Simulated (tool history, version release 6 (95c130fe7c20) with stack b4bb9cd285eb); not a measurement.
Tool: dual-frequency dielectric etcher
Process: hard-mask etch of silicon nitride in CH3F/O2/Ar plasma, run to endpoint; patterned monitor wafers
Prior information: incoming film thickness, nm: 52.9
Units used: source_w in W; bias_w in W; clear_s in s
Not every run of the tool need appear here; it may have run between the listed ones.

{"run": 1, "hour": 0.0, "source_w": 490, "bias_w": 54, "clear_s": 82.617}
{"run": 2, "hour": 2.3, "source_w": 480, "bias_w": 54, "clear_s": 83.151}
{"run": 3, "hour": 8.6, "source_w": 470, "bias_w": 54, "clear_s": 84.209}
{"run": 4, "hour": 11.3, "source_w": 550, "bias_w": 54, "clear_s": 79.56}
{"run": 5, "hour": 15.6, "source_w": 550, "bias_w": 50, "clear_s": 81.695}
{"run": 6, "hour": 24.5, "source_w": 580, "bias_w": 50, "clear_s": 80.018}
{"run": 7, "hour": 26.1, "source_w": 560, "bias_w": 50, "clear_s": 80.791}
{"run": 8, "hour": 31.3, "source_w": 540, "bias_w": 50, "clear_s": 82.168}
{"run": 9, "hour": 32.0, "source_w": 530, "bias_w": 50, "clear_s": 82.203}
{"run": 10, "hour": 33.3, "source_w": 510, "bias_w": 50, "clear_s": 83.249}

What does the tool deliver on the next run?
{"run": 11, "hour": 38.2, "source_w": 500, "bias_w": 50, "clear_s": "?"}

clear_s: 83.488 s

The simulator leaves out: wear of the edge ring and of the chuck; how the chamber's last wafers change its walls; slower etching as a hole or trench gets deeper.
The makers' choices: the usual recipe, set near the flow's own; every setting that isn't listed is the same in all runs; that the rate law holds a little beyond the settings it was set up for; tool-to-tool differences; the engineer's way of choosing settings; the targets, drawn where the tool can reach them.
